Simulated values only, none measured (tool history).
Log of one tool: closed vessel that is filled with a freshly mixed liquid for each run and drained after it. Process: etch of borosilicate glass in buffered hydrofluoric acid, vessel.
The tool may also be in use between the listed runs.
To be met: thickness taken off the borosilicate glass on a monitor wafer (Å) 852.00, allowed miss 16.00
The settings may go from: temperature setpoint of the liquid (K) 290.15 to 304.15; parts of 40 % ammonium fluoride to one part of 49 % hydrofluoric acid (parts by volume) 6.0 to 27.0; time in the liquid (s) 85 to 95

run	hour	temperature setpoint of the liquid (K)	parts of 40 % ammonium fluoride to one part of 49 % hydrofluoric acid (parts by volume)	time in the liquid (s)	thickness taken off the borosilicate glass on a monitor wafer (Å)
1	0.0	296.15	16.5	85	600.03
2	3.4	296.65	16.5	85	621.84
3	9.5	296.65	19.5	85	520.66
4	13.7	296.65	19.5	85	521.41
5	19.6	296.65	17.5	85	584.30
6	25.8	297.65	17.5	85	611.08
7	27.0	298.15	17.5	85	634.84
8	36.0	298.65	17.5	85	647.88
9	41.6	299.15	17.5	85	668.76
10	48.0	299.65	17.5	85	685.77
11	53.9	300.15	17.5	85	705.80
12	63.0	300.65	17.5	85	722.35
13	64.2	301.15	17.5	85	746.29
14	70.0	301.65	17.5	85	761.85
15	72.6	302.65	17.5	85	795.84

Which of these 5 next moves meets every target?
A	75.2	303.65	18.0	85	?
B	75.2	304.15	18.0	90	?
C	75.2	303.65	18.5	95	?
D	75.2	303.15	17.0	85	?
E	75.2	302.15	17.5	90	?

move	thickness taken off the borosilicate glass on a monitor wafer (Å)
A	811.15
B	881.38
C	882.39
D	836.26
E	816.80
A: nearer than the last run, and not there yet
B: takes the result that was furthest off past its target
C: takes the result that was furthest off past its target
D: meets every target
E: nearer than the last run, and not there yet
Move D is the one to make.

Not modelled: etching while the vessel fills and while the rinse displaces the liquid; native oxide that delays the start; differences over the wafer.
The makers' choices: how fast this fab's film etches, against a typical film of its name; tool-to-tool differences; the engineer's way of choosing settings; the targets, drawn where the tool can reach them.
